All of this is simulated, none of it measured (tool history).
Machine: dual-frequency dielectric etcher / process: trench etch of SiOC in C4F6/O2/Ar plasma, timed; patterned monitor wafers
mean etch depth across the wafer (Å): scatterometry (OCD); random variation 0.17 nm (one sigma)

run,hour,source power (kW),bias power (kW),etch time (s),mean etch depth across the wafer (Å)
1,0,0.43,0.136,18.5,368.42
2,3.1,0.4,0.133,18.5,357.73
3,6.9,0.47,0.133,18.5,375.23
4,7.7,0.47,0.133,18.5,377.61
5,8.4,0.47,0.133,18.5,376.74
6,13.8,0.44,0.128,18.5,363.89

What does the tool deliver on the next run?
7,22.1,0.42,0.124,18.5,?

{"run 7": {"mean etch depth across the wafer (Å)": 357.97}}

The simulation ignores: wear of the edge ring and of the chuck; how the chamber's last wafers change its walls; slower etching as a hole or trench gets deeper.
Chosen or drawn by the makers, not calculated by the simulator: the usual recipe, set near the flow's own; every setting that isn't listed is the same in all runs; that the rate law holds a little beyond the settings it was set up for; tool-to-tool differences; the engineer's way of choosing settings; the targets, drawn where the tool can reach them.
